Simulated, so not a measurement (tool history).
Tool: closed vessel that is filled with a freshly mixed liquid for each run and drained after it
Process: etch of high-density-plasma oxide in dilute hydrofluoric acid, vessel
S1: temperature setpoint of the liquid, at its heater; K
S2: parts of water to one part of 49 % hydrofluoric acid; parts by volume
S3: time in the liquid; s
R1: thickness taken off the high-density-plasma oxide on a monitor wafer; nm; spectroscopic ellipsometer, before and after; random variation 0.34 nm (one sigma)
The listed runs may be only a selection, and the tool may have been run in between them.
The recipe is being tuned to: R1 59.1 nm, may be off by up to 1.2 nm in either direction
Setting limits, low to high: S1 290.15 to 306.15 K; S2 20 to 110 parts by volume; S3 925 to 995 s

run,hour,S1,S2,S3,R1
1,0,298.15,60,925,78.129
2,2.2,296.15,60,925,70.65
3,4.6,295.65,60,925,70.029
4,11.8,295.65,45,925,95.41
5,14.6,294.15,45,925,89.21
6,20.1,293.65,45,925,87.183
7,23.3,293.15,45,925,85.918
8,27.3,292.65,45,925,84.12
9,28.3,292.15,45,925,82.576
10,32.6,290.15,60,925,55.27
11,39,290.65,60,925,56.068

Next run, 4 choices. One meets every target within its allowed miss, the rest don't. Which?
A,45.4,291.15,60,970,?
B,45.4,290.15,60,990,?
C,45.4,290.65,65,935,?
D,45.4,291.65,70,955,?

move,R1
A,60.628
B,59.272
C,52.506
D,51.679
A: carries the result that was furthest off beyond its target, to the other side
B: all results land within tolerance of their targets
C: lands further from the targets than the last run did
D: lands further from the targets than the last run did
The right move is B.
